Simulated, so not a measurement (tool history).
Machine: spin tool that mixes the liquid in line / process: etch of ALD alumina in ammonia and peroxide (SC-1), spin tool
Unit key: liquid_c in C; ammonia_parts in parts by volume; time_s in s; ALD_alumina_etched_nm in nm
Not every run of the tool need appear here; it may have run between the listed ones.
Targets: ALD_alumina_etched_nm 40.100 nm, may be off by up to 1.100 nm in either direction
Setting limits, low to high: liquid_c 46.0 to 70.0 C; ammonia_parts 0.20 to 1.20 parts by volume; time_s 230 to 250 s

run	hour	liquid_c	ammonia_parts	time_s	ALD_alumina_etched_nm
1	0.0	62.0	0.85	230	26.108
2	8.8	63.5	0.85	230	27.947
3	14.6	64.5	0.85	230	29.498
4	22.7	64.5	0.85	230	29.392
5	24.5	64.5	1.00	230	30.067
6	30.4	64.5	1.00	230	30.030
7	38.9	65.5	1.00	230	31.362
8	45.4	66.5	1.00	230	32.879
9	47.1	67.0	1.00	230	34.034

Which single option among these 5 for the next run brings every result within its allowed miss of target? Just one does.
A	48.8	68.0	1.15	230	?
B	48.8	69.5	0.65	250	?
C	48.8	68.0	0.90	245	?
D	48.8	65.0	1.05	240	?
E	48.8	68.5	1.15	230	?

move	ALD_alumina_etched_nm
A	35.986
B	39.858
C	37.457
D	32.129
E	36.870
A: nearer than the last run, and not there yet
B: all results land within tolerance of their targets
C: nearer than the last run, and not there yet
D: lands further from the targets than the last run did
E: nearer than the last run, and not there yet
Answer: B
